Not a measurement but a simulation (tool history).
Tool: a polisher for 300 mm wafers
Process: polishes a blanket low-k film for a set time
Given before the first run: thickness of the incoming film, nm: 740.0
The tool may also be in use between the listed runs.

| run | hour | flow of slurry (ml/min) | pressure of the wafer on the pad (kPa) | speed of the pad under the wafer (m/s) | abrasive content of the slurry | polishing time (s) | film removed (nm) |
|---|---|---|---|---|---|---|---|
| 1 | 0 | 230 | 10.3 | 1.3 | 1 | 47 | 17.41 |
| 2 | 7.7 | 230 | 9 | 1.28 | 1 | 47 | 15.69 |
| 3 | 8.2 | 175 | 9 | 1.28 | 1 | 47 | 14.848 |
| 4 | 10.3 | 145 | 9 | 1.28 | 1 | 47 | 14.856 |
| 5 | 17.2 | 145 | 9 | 1.5 | 1 | 47 | 16.749 |
| 6 | 22 | 145 | 11 | 1.5 | 1 | 47 | 19.288 |
| 7 | 23.2 | 145 | 8.3 | 1.14 | 0.95 | 46 | 11.891 |
| 8 | 26.9 | 145 | 7.6 | 1.14 | 0.95 | 46 | 11.781 |

For run 9, what comes out?
| 9 | 30.6 | 145 | 7.6 | 1.14 | 0.95 | 46 | ? |

film removed (nm): 11.046

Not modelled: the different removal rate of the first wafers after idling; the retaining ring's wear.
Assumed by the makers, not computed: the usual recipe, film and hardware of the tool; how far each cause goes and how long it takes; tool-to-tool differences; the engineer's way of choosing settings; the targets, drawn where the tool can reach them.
